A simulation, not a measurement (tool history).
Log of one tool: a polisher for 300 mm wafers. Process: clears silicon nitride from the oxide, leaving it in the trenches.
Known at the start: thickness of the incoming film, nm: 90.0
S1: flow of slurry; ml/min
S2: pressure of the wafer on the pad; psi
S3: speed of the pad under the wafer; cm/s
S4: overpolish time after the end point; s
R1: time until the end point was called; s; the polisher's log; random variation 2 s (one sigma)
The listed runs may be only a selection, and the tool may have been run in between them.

| run | day | S1 | S2 | S3 | S4 | R1 |
|---|---|---|---|---|---|---|
| 1 | 0.000 | 270 | 2.8 | 112 | 15 | 108.56 |
| 2 | 0.050 | 270 | 2.5 | 112 | 15 | 123.44 |
| 3 | 0.104 | 330 | 2.5 | 112 | 15 | 120.49 |
| 4 | 0.133 | 330 | 2.1 | 106 | 15 | 146.32 |
| 5 | 0.250 | 330 | 2.1 | 94 | 15 | 162.16 |
| 6 | 0.329 | 330 | 1.8 | 92 | 15 | 189.95 |
| 7 | 0.433 | 320 | 1.3 | 92 | 15 | 256.95 |
| 8 | 0.638 | 340 | 1.3 | 92 | 15 | 258.57 |

Forecast run 9:
| 9 | 0.850 | 345 | 1.4 | 92 | 15 | ? |

{"run 9": {"R1": 240.18}}
